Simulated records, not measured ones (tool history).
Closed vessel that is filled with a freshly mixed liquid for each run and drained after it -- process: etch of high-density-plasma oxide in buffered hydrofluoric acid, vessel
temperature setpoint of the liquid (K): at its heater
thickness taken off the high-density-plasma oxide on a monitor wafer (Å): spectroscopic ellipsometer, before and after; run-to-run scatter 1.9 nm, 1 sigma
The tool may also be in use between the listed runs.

run,day,temperature setpoint of the liquid (K),parts of 40 % ammonium fluoride to one part of 49 % hydrofluoric acid (parts by volume),time in the liquid (s),thickness taken off the high-density-plasma oxide on a monitor wafer (Å)
1,0.000,294.15,13.5,90,1310.0
2,0.104,294.15,13.5,95,1401.4
3,0.317,296.15,13.5,95,1519.4
4,0.612,298.15,13.5,95,1711.1
5,0.879,299.15,12.5,95,1951.9
6,1.000,300.15,12.0,95,2139.7
7,1.196,300.15,12.0,95,2153.4

Estimate the outcome of run 8 from the log above:
8,1.458,302.15,10.0,95,?

Run 8 gave thickness taken off the high-density-plasma oxide on a monitor wafer (Å) 2782.5.
